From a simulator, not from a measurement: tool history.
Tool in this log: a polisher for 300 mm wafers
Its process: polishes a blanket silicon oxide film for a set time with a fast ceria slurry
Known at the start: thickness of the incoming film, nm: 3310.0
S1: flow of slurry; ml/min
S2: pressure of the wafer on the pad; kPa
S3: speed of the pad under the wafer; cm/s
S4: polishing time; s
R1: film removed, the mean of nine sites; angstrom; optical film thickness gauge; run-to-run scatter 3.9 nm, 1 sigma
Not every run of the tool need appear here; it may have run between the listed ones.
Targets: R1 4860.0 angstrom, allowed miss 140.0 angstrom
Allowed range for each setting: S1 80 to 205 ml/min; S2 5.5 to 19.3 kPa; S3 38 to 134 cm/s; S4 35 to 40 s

Run 1, hour 0.0: S1 135 ml/min, S2 12.4 kPa, S3 86 cm/s, S4 40 s. Result: R1 4080.7 angstrom.
Run 2, hour 1.4: S1 135 ml/min, S2 12.4 kPa, S3 86 cm/s, S4 40 s. Result: R1 4118.4 angstrom.
Run 3, hour 2.2: S1 145 ml/min, S2 13.1 kPa, S3 86 cm/s, S4 40 s. Result: R1 4346.5 angstrom.
Run 4, hour 8.8: S1 145 ml/min, S2 13.1 kPa, S3 100 cm/s, S4 40 s. Result: R1 5115.6 angstrom.
Run 5, hour 16.5: S1 145 ml/min, S2 13.1 kPa, S3 116 cm/s, S4 40 s. Result: R1 5905.7 angstrom.
Run 6, hour 20.7: S1 145 ml/min, S2 13.1 kPa, S3 116 cm/s, S4 35 s. Result: R1 5133.9 angstrom.
Run 7, hour 29.3: S1 140 ml/min, S2 13.1 kPa, S3 116 cm/s, S4 35 s. Result: R1 5115.6 angstrom.
Run 8, hour 36.8: S1 140 ml/min, S2 13.1 kPa, S3 116 cm/s, S4 35 s. Result: R1 5061.2 angstrom.
Run 9, hour 39.5: S1 135 ml/min, S2 13.1 kPa, S3 116 cm/s, S4 35 s. Result: R1 5049.2 angstrom.
Run 10, hour 47.5: S1 130 ml/min, S2 13.1 kPa, S3 116 cm/s, S4 35 s. Result: R1 5000.1 angstrom.

Exactly one of the 4 candidate moves below puts every result within its allowed miss. Which one?
Run A, hour 55.5: S1 145 ml/min, S2 15.2 kPa, S3 88 cm/s, S4 35 s. Result: R1 ?.
Run B, hour 55.5: S1 135 ml/min, S2 11.7 kPa, S3 106 cm/s, S4 39 s. Result: R1 ?.
Run C, hour 55.5: S1 130 ml/min, S2 11.7 kPa, S3 110 cm/s, S4 40 s. Result: R1 ?.
Run D, hour 55.5: S1 150 ml/min, S2 10.3 kPa, S3 116 cm/s, S4 39 s. Result: R1 ?.

move      R1
   A  4456.7
   B  4566.9
   C  4817.6
   D  4511.5
A: takes the result that was furthest off past its target
B: takes the result that was furthest off past its target
C: all results land within tolerance of their targets
D: takes the result that was furthest off past its target
Answer: C
